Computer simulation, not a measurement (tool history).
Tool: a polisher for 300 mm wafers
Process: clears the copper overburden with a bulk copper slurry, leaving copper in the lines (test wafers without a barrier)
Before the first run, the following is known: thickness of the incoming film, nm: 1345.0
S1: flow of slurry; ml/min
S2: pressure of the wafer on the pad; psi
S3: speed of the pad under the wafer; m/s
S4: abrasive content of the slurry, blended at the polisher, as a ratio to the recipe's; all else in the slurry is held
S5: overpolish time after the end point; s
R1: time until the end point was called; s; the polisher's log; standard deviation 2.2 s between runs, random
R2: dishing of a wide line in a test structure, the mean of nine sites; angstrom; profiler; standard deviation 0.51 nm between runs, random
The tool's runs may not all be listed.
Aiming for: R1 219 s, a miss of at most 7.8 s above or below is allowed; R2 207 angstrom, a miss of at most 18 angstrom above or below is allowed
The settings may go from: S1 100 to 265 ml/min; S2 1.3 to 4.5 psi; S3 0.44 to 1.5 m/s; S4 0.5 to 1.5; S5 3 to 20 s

run  hour   S1   S2    S3    S4  S5      R1      R2
  1     0  170  2.9  0.96     1  10  156.61  476.27
  2   3.2  185  2.9  0.96     1  10  155.49  494.22
  3     5  185  2.9  0.96  0.85  10  162.27  479.45
  4  11.6  185  2.9  0.96  0.85  12  163.22  538.29
  5  18.1  185  2.2  0.96  0.85  12  211.98  439.23
  6  25.2  170  2.2  0.96  0.85  11  214.13  404.27
  7    30  160  2.2  0.96  0.85  10  215.02  388.35
  8  33.7  170  2.1  0.96  0.95   9  219.14  339.23
  9  35.5  175  2.1  0.96     1   8  216.53  310.23
 10  37.1  175  2.1  0.96     1   7  217.95  286.39
     42.1  -- slurry nozzle cleaned
 11  42.1  175  2.1  0.96     1   6  201.47  274.92
 12  42.9  165  1.9  0.96     1   4  226.44  164.44
 13  47.2  170  1.9  0.96     1   4  223.43  168.76

Which one of the following 5 next-run settings gets every result inside its allowed miss? There is exactly one.
  A  51.5  160  1.8  1.02     1   4   ?   ?
  B  51.5  160  1.6  1.14   1.2   4   ?   ?
  C  51.5  175  1.7  1.04   1.1   3   ?   ?
  D  51.5  125  2.2  0.88   1.1   5   ?   ?
  E  51.5  175  2.1  0.98  0.95   5   ?   ?

move      R1      R2
   A  230.36  171.61
   B  224.99  174.73
   C  231.24  131.29
   D  224.21  215.68
   E  204.92  233.03
A: nearer than the last run, and not there yet
B: nearer than the last run, and not there yet
C: its largest miss is bigger than the last run's
D: every result within its allowed miss
E: the result that was furthest off in the last run now lies on the other side of its target
Answer: D

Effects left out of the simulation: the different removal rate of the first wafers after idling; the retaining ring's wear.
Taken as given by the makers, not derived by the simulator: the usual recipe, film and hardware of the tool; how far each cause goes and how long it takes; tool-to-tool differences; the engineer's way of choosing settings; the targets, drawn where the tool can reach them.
